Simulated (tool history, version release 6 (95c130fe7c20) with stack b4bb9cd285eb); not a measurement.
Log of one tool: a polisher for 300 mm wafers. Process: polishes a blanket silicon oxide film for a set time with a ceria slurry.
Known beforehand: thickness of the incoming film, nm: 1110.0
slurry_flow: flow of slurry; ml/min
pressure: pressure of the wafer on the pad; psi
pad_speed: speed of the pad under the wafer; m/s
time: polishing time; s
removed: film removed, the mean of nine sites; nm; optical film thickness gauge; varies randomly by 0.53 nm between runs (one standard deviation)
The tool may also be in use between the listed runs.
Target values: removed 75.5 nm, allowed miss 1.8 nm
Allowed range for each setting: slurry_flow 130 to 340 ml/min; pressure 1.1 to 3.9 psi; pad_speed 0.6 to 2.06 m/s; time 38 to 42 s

Run 1, hour 0: slurry_flow 220 ml/min, pressure 2.5 psi, pad_speed 1.32 m/s, time 42 s. Result: removed 149.6 nm.
Run 2, hour 5.9: slurry_flow 215 ml/min, pressure 2.2 psi, pad_speed 1.3 m/s, time 42 s. Result: removed 128.97 nm.
Run 3, hour 6.7: slurry_flow 215 ml/min, pressure 2 psi, pad_speed 1.3 m/s, time 42 s. Result: removed 117.11 nm.
Run 4, hour 9.6: slurry_flow 210 ml/min, pressure 1.8 psi, pad_speed 1.3 m/s, time 42 s. Result: removed 105.14 nm.
Run 5, hour 14.9: slurry_flow 190 ml/min, pressure 1.8 psi, pad_speed 1.3 m/s, time 42 s. Result: removed 103.35 nm.
At hour 23.2: slurry nozzle cleaned.
Run 6, hour 23.2: slurry_flow 190 ml/min, pressure 1.8 psi, pad_speed 1.3 m/s, time 38 s. Result: removed 100.94 nm.
Run 7, hour 30.2: slurry_flow 190 ml/min, pressure 1.7 psi, pad_speed 1.3 m/s, time 38 s. Result: removed 95.866 nm.
Run 8, hour 36.9: slurry_flow 175 ml/min, pressure 1.1 psi, pad_speed 1.3 m/s, time 38 s. Result: removed 62.092 nm.
Run 9, hour 43.2: slurry_flow 175 ml/min, pressure 1.1 psi, pad_speed 1.3 m/s, time 38 s. Result: removed 63.214 nm.
Run 10, hour 47.5: slurry_flow 180 ml/min, pressure 1.2 psi, pad_speed 1.3 m/s, time 38 s. Result: removed 69.006 nm.
Run 11, hour 49.9: slurry_flow 190 ml/min, pressure 1.2 psi, pad_speed 1.3 m/s, time 38 s. Result: removed 69.052 nm.
Run 12, hour 53.9: slurry_flow 200 ml/min, pressure 1.2 psi, pad_speed 1.3 m/s, time 38 s. Result: removed 69.002 nm.
Run 13, hour 62: slurry_flow 205 ml/min, pressure 1.2 psi, pad_speed 1.3 m/s, time 38 s. Result: removed 69.678 nm.

4 candidate next runs follow, results not yet known. Just one meets every target within its allowed miss. Identify it.
Run A, hour 70.1: slurry_flow 230 ml/min, pressure 1.1 psi, pad_speed 1.52 m/s, time 40 s. Result: removed ?.
Run B, hour 70.1: slurry_flow 180 ml/min, pressure 1.9 psi, pad_speed 0.88 m/s, time 41 s. Result: removed ?.
Run C, hour 70.1: slurry_flow 210 ml/min, pressure 1.1 psi, pad_speed 1.56 m/s, time 39 s. Result: removed ?.
Run D, hour 70.1: slurry_flow 205 ml/min, pressure 1.2 psi, pad_speed 1.26 m/s, time 42 s. Result: removed ?.

move  removed
   A   79.585
   B   78.737
   C   78.726
   D   74.635
A: takes the biggest miss from the last run beyond its target
B: takes the biggest miss from the last run beyond its target
C: takes the biggest miss from the last run beyond its target
D: every result within its allowed miss
The move that meets every target is D.

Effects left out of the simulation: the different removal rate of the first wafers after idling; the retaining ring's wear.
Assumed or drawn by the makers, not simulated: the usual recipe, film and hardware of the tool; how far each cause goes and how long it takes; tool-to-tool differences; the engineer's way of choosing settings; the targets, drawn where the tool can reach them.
